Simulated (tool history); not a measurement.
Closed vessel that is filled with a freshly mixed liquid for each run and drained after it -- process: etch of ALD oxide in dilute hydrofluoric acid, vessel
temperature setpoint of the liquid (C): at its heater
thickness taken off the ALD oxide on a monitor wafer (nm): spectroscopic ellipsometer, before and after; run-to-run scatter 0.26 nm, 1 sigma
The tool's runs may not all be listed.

run,hour,temperature setpoint of the liquid (C),parts of water to one part of 49 % hydrofluoric acid (parts by volume),time in the liquid (s),thickness taken off the ALD oxide on a monitor wafer (nm)
1,0,25,105,105,27.289
2,7.4,26,105,105,28.237
3,8.5,26,75,105,41.054
4,12.1,26,105,105,28.559
5,21.1,27,105,105,29.673
6,24.2,27,105,110,30.789

Forecast run 7:
7,25.5,27.5,105,110,?

thickness taken off the ALD oxide on a monitor wafer (nm): 31.483
